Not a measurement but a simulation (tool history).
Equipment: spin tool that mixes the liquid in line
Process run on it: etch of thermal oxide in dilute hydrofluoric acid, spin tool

run,hour,temperature setpoint of the liquid (K),parts of water to one part of 49 % hydrofluoric acid (parts by volume),time under the liquid (s),thickness taken off the thermal oxide on a monitor wafer (angstrom)
1,0,296.15,135,295,91.956
2,8.7,298.65,135,295,101.71
3,14.3,299.65,130,295,109.89
4,20.2,302.15,130,295,121.5
5,25.6,302.65,125,295,129.08
6,34.2,302.65,125,295,127.53
7,36.1,302.65,120,295,131.78

Forecast run 8:
8,43.4,302.65,115,295,?

thickness taken off the thermal oxide on a monitor wafer (angstrom): 138.21
